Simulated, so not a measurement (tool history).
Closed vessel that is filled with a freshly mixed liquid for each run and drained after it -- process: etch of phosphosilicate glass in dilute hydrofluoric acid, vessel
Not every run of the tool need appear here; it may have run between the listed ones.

run	hour	temperature setpoint of the liquid (K)	parts of water to one part of 49 % hydrofluoric acid (parts by volume)	time in the liquid (s)	thickness taken off the phosphosilicate glass on a monitor wafer (angstrom)
1	0.0	297.15	260	35	91.260
2	8.7	297.15	195	35	130.180
3	14.9	297.15	195	35	130.150
4	23.2	294.15	195	35	115.980
5	31.9	294.15	195	30	99.955
6	37.1	294.15	195	35	116.770
7	38.8	293.15	195	35	111.720
8	40.1	293.15	195	35	112.420

Run 9 has not been measured yet. What should we expect?
9	42.3	292.65	195	35	?

{"run 9": {"thickness taken off the phosphosilicate glass on a monitor wafer (angstrom)": 109.7}}
